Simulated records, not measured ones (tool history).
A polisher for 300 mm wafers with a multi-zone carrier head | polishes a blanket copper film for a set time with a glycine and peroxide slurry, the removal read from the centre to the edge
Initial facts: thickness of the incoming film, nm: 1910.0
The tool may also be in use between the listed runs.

run	hour	flow of slurry (ml/min)	pressure of the head's centre zone	pressure of the head's middle zone	pressure of the head's edge zone	polishing time (s)	film removed at the wafer's centre (Å)	film removed at mid-radius (Å)	film removed at the wafer's edge (Å)
1	0.0	210	1.00	1.00	1.00	38	1652.5	1687.8	1734.0
2	8.4	205	1.01	1.01	0.95	37	1607.9	1704.4	1589.9
3	11.0	205	1.01	1.01	0.95	32	1406.7	1409.7	1359.3
4	13.5	205	1.01	0.96	0.95	32	1410.8	1390.1	1376.9
5	18.4	205	1.01	0.96	0.95	26	1147.2	1087.2	1112.3
6	22.3	210	1.02	1.01	0.96	28	1251.9	1225.1	1238.0
7	28.0	225	1.04	1.06	0.95	28	1300.0	1264.7	1231.7

Run 8 comes next. What will it give?
8	36.1	225	1.04	1.09	0.94	29	?	?	?

{"run 8": {"film removed at the wafer's centre (Å)": 1339.4, "film removed at mid-radius (Å)": 1380.0, "film removed at the wafer's edge (Å)": 1227.8}}

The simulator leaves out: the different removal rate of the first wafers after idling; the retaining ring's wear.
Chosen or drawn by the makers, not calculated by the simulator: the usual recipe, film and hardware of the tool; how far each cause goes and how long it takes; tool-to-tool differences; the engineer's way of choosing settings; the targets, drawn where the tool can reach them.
